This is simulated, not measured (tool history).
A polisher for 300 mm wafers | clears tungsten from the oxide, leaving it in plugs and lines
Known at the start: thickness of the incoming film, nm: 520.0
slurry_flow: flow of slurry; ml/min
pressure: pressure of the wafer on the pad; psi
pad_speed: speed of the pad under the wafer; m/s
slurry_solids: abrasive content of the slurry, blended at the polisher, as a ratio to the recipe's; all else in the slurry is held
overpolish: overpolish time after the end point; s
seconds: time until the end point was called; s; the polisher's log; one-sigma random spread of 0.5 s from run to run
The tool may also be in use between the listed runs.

| run | hour | slurry_flow | pressure | pad_speed | slurry_solids | overpolish | seconds |
|---|---|---|---|---|---|---|---|
| 1 | 0.0 | 200 | 4.6 | 1.40 | 1.0 | 39 | 69.493 |
| 2 | 5.0 | 200 | 5.3 | 1.42 | 1.0 | 39 | 61.024 |
| 3 | 7.4 | 200 | 5.3 | 1.42 | 0.9 | 39 | 62.230 |
| 4 | 11.4 | 200 | 5.3 | 1.42 | 0.9 | 39 | 62.149 |
| 5 | 14.6 | 200 | 5.9 | 1.42 | 0.9 | 39 | 56.615 |
| 6 | 21.8 | 200 | 6.3 | 1.46 | 0.9 | 39 | 53.045 |

Predict the results of run 7:
| 7 | 22.6 | 200 | 6.6 | 1.52 | 0.9 | 39 | ? |

{"run 7": {"seconds": 48.86}}
